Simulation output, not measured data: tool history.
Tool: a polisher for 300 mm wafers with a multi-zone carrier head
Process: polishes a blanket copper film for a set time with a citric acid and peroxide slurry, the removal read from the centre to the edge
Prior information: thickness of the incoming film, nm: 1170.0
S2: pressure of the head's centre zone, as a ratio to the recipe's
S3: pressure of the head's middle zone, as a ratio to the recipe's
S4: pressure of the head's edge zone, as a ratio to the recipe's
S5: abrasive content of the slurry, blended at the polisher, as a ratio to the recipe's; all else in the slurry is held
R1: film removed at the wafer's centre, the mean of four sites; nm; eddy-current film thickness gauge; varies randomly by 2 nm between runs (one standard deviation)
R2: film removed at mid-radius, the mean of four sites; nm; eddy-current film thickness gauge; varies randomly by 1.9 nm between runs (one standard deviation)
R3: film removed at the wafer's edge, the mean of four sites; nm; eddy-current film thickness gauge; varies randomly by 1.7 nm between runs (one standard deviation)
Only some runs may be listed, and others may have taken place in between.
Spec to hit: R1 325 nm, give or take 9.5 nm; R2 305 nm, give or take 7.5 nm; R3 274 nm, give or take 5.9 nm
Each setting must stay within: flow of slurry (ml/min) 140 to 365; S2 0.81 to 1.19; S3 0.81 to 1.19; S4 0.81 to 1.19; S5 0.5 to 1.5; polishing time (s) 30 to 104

{"run": 1, "hour": 0.0, "flow of slurry (ml/min)": 235, "S2": 1, "S3": 1, "S4": 1, "S5": 1, "polishing time (s)": 67, "R1": 234.83, "R2": 240.13, "R3": 234.46}
{"run": 2, "hour": 7.6, "flow of slurry (ml/min)": 235, "S2": 0.97, "S3": 1, "S4": 1, "S5": 1, "polishing time (s)": 67, "R1": 227.89, "R2": 241.26, "R3": 233.76}
{"run": 3, "hour": 14.8, "flow of slurry (ml/min)": 235, "S2": 0.97, "S3": 1, "S4": 0.95, "S5": 1, "polishing time (s)": 67, "R1": 229.07, "R2": 237.86, "R3": 228.37}
{"run": 4, "hour": 16.6, "flow of slurry (ml/min)": 235, "S2": 1.05, "S3": 1, "S4": 0.95, "S5": 1, "polishing time (s)": 67, "R1": 244.85, "R2": 236.01, "R3": 230.72}
{"run": 5, "hour": 22.8, "flow of slurry (ml/min)": 250, "S2": 1.07, "S3": 1.02, "S4": 0.96, "S5": 1.05, "polishing time (s)": 67, "R1": 251.9, "R2": 243.2, "R3": 232.08}
{"run": 6, "hour": 26.2, "flow of slurry (ml/min)": 250, "S2": 1.14, "S3": 1.02, "S4": 0.96, "S5": 1.05, "polishing time (s)": 67, "R1": 273.62, "R2": 244.54, "R3": 232.14}
{"run": 7, "hour": 33.5, "flow of slurry (ml/min)": 255, "S2": 1.15, "S3": 1.03, "S4": 0.98, "S5": 1.1, "polishing time (s)": 67, "R1": 276.48, "R2": 248.81, "R3": 241.08}
{"run": 8, "hour": 40.8, "flow of slurry (ml/min)": 265, "S2": 1.16, "S3": 1.04, "S4": 0.97, "S5": 1.15, "polishing time (s)": 68, "R1": 286, "R2": 254.8, "R3": 246.3}
{"run": 9, "hour": 44.0, "flow of slurry (ml/min)": 270, "S2": 1.16, "S3": 1.06, "S4": 0.96, "S5": 1.2, "polishing time (s)": 69, "R1": 293.33, "R2": 269.19, "R3": 248.63}
{"run": 10, "hour": 50.6, "flow of slurry (ml/min)": 275, "S2": 1.16, "S3": 1.07, "S4": 0.96, "S5": 1.25, "polishing time (s)": 69, "R1": 295.08, "R2": 274.08, "R3": 250.4}
{"run": 11, "hour": 53.6, "flow of slurry (ml/min)": 280, "S2": 1.16, "S3": 1.08, "S4": 0.96, "S5": 1.3, "polishing time (s)": 69, "R1": 298, "R2": 276.73, "R3": 251.4}
{"run": 12, "hour": 59.9, "flow of slurry (ml/min)": 285, "S2": 1.16, "S3": 1.09, "S4": 0.97, "S5": 1.35, "polishing time (s)": 69, "R1": 299.64, "R2": 281, "R3": 254.13}
{"run": 13, "hour": 63.1, "flow of slurry (ml/min)": 290, "S2": 1.16, "S3": 1.1, "S4": 0.98, "S5": 1.35, "polishing time (s)": 69, "R1": 303.16, "R2": 282.38, "R3": 255.61}
{"run": 14, "hour": 69.8, "flow of slurry (ml/min)": 290, "S2": 1.16, "S3": 1.11, "S4": 0.99, "S5": 1.35, "polishing time (s)": 69, "R1": 302.34, "R2": 288.1, "R3": 257.84}
{"run": 15, "hour": 74.5, "flow of slurry (ml/min)": 340, "S2": 1.19, "S3": 1.13, "S4": 1.05, "S5": 1.4, "polishing time (s)": 69, "R1": 315.42, "R2": 295.03, "R3": 268.52}

Which of these 4 next moves meets every target?
{"run": "A", "hour": 79.2, "flow of slurry (ml/min)": 320, "S2": 1.18, "S3": 1.13, "S4": 1.05, "S5": 1.45, "polishing time (s)": 67, "R1": "?", "R2": "?", "R3": "?"}
{"run": "B", "hour": 79.2, "flow of slurry (ml/min)": 290, "S2": 1.09, "S3": 1.09, "S4": 0.94, "S5": 1.35, "polishing time (s)": 75, "R1": "?", "R2": "?", "R3": "?"}
{"run": "C", "hour": 79.2, "flow of slurry (ml/min)": 345, "S2": 1.15, "S3": 1.1, "S4": 1.14, "S5": 1.25, "polishing time (s)": 70, "R1": "?", "R2": "?", "R3": "?"}
{"run": "D", "hour": 79.2, "flow of slurry (ml/min)": 300, "S2": 1.19, "S3": 1.17, "S4": 1.05, "S5": 1.5, "polishing time (s)": 70, "R1": "?", "R2": "?", "R3": "?"}

move=A R1=304.03 R2=286.71 R3=264.72
move=B R1=307.22 R2=306.09 R3=275.63
move=C R1=303 R2=287.37 R3=281.82
move=D R1=320.65 R2=307.75 R3=277.11
A: further off than the last run
B: brings the result that was furthest off to its target, and leaves another outside
C: further off than the last run
D: hits every target within its allowed miss
Move D is the one to make.
